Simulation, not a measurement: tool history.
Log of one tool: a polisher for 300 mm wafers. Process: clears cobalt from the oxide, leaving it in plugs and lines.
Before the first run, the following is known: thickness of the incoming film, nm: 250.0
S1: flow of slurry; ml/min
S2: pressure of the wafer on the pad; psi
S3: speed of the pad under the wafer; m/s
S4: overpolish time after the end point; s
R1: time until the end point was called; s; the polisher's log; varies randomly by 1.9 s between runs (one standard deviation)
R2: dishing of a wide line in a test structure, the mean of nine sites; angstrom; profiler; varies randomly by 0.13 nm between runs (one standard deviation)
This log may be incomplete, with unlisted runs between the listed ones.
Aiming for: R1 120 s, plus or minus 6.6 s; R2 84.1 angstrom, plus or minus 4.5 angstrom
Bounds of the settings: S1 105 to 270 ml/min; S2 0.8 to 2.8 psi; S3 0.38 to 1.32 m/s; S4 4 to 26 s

{"run": 1, "hour": 0.0, "S1": 175, "S2": 1.8, "S3": 0.84, "S4": 13, "R1": 61.804, "R2": 350.98}
{"run": 2, "hour": 8.1, "S1": 175, "S2": 1.8, "S3": 0.84, "S4": 10, "R1": 62.793, "R2": 306.25}
{"run": 3, "hour": 12.2, "S1": 175, "S2": 1.8, "S3": 0.84, "S4": 7, "R1": 65.015, "R2": 236.79}
{"run": 4, "hour": 13.1, "S1": 175, "S2": 1.5, "S3": 0.84, "S4": 7, "R1": 75.897, "R2": 205.4}
{"run": 5, "hour": 22.1, "S1": 175, "S2": 1.7, "S3": 0.84, "S4": 7, "R1": 67.181, "R2": 219.94}
{"run": 6, "hour": 26.8, "S1": 170, "S2": 1.4, "S3": 0.8, "S4": 6, "R1": 84.992, "R2": 163.46}
{"run": 7, "hour": 27.6, "S1": 150, "S2": 1.2, "S3": 0.8, "S4": 5, "R1": 99.711, "R2": 118.41}
{"run": 8, "hour": 35.0, "S1": 105, "S2": 0.9, "S3": 0.8, "S4": 4, "R1": 144.56, "R2": 71.164}

Below are 5 possible settings for the next run. Only one of them brings all results inside the allowed miss of their targets. Which is it?
{"run": "A", "hour": 42.4, "S1": 105, "S2": 0.8, "S3": 0.96, "S4": 4, "R1": "?", "R2": "?"}
{"run": "B", "hour": 42.4, "S1": 105, "S2": 0.8, "S3": 0.76, "S4": 4, "R1": "?", "R2": "?"}
{"run": "C", "hour": 42.4, "S1": 105, "S2": 1, "S3": 0.88, "S4": 4, "R1": "?", "R2": "?"}
{"run": "D", "hour": 42.4, "S1": 105, "S2": 0.8, "S3": 0.98, "S4": 4, "R1": "?", "R2": "?"}
{"run": "E", "hour": 42.4, "S1": 110, "S2": 0.8, "S3": 0.78, "S4": 4, "R1": "?", "R2": "?"}

move=A R1=135.75 R2=74.812
move=B R1=167.11 R2=61.577
move=C R1=118.96 R2=84.534
move=D R1=133.25 R2=76.116
move=E R1=161.16 R2=63.718
A: nearer the targets than the last run, but a result is still out of spec
B: the biggest miss grows against the last run
C: each result inside its tolerance
D: nearer the targets than the last run, but a result is still out of spec
E: the biggest miss grows against the last run
C is the move that brings every result within its allowed miss.
